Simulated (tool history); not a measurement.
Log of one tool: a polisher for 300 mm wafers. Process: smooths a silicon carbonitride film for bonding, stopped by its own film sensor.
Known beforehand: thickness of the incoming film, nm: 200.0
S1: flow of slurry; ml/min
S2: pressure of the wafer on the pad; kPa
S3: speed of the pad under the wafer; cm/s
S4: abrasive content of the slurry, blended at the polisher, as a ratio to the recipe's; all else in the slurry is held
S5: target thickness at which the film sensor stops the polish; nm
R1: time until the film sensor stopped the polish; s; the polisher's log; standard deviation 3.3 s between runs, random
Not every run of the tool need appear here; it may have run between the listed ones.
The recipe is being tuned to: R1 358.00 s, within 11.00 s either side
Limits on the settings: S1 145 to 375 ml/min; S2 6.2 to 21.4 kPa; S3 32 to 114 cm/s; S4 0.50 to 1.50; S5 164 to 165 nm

Run 1, hour 0.0: S1 240 ml/min, S2 13.8 kPa, S3 72 cm/s, S4 1.00, S5 165 nm. Result: R1 217.78 s.
Run 2, hour 6.9: S1 240 ml/min, S2 13.8 kPa, S3 80 cm/s, S4 1.00, S5 165 nm. Result: R1 201.26 s.
Run 3, hour 7.5: S1 240 ml/min, S2 11.7 kPa, S3 80 cm/s, S4 1.00, S5 165 nm. Result: R1 234.81 s.
Run 4, hour 13.4: S1 240 ml/min, S2 11.7 kPa, S3 80 cm/s, S4 1.00, S5 164 nm. Result: R1 245.63 s.
Run 5, hour 18.6: S1 240 ml/min, S2 11.7 kPa, S3 68 cm/s, S4 1.00, S5 164 nm. Result: R1 271.19 s.
Run 6, hour 26.9: S1 240 ml/min, S2 11.7 kPa, S3 68 cm/s, S4 0.85, S5 164 nm. Result: R1 300.01 s.
Run 7, hour 30.1: S1 240 ml/min, S2 11.0 kPa, S3 68 cm/s, S4 0.85, S5 164 nm. Result: R1 318.44 s.
Run 8, hour 32.2: S1 240 ml/min, S2 10.3 kPa, S3 68 cm/s, S4 0.85, S5 164 nm. Result: R1 333.00 s.

Exercise: of the 5 proposed moves below, exactly one satisfies all targets within the stated allowed misses. Which move is it?
Run A, hour 34.3: S1 165 ml/min, S2 12.4 kPa, S3 64 cm/s, S4 0.75, S5 165 nm. Result: R1 ?.
Run B, hour 34.3: S1 240 ml/min, S2 10.3 kPa, S3 70 cm/s, S4 0.85, S5 165 nm. Result: R1 ?.
Run C, hour 34.3: S1 215 ml/min, S2 9.7 kPa, S3 76 cm/s, S4 0.95, S5 165 nm. Result: R1 ?.
Run D, hour 34.3: S1 235 ml/min, S2 10.3 kPa, S3 70 cm/s, S4 0.95, S5 164 nm. Result: R1 ?.
Run E, hour 34.3: S1 280 ml/min, S2 7.6 kPa, S3 70 cm/s, S4 1.15, S5 165 nm. Result: R1 ?.

move      R1
   A  324.16
   B  317.97
   C  305.96
   D  307.85
   E  358.16
A: misses by more than the last run did
B: misses by more than the last run did
C: misses by more than the last run did
D: misses by more than the last run did
E: all results in spec
The right move is E.
